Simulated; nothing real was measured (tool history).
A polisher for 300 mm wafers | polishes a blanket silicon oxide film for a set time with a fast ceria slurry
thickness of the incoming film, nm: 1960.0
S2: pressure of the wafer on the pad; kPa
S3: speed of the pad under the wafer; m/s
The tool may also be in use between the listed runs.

Run 1, hour 0: flow of slurry (ml/min) 315, S2 20.7 kPa, S3 1.16 m/s, polishing time (s) 50. Result: film removed (Å) 11258.
Run 2, hour 1.6: flow of slurry (ml/min) 315, S2 17.9 kPa, S3 1.16 m/s, polishing time (s) 50. Result: film removed (Å) 9753.
Run 3, hour 5.6: flow of slurry (ml/min) 315, S2 16.5 kPa, S3 1.16 m/s, polishing time (s) 50. Result: film removed (Å) 9151.6.
Run 4, hour 14: flow of slurry (ml/min) 315, S2 15.2 kPa, S3 1.16 m/s, polishing time (s) 50. Result: film removed (Å) 8392.7.
Run 5, hour 16.9: flow of slurry (ml/min) 315, S2 15.2 kPa, S3 1.16 m/s, polishing time (s) 50. Result: film removed (Å) 8452.4.
Run 6, hour 25.4: flow of slurry (ml/min) 315, S2 14.5 kPa, S3 1.16 m/s, polishing time (s) 50. Result: film removed (Å) 8088.4.

Forecast run 7:
Run 7, hour 30.8: flow of slurry (ml/min) 315, S2 13.8 kPa, S3 1.16 m/s, polishing time (s) 50. Result: film removed (Å) ?.

{"run 7": {"film removed (Å)": 7636.2}}
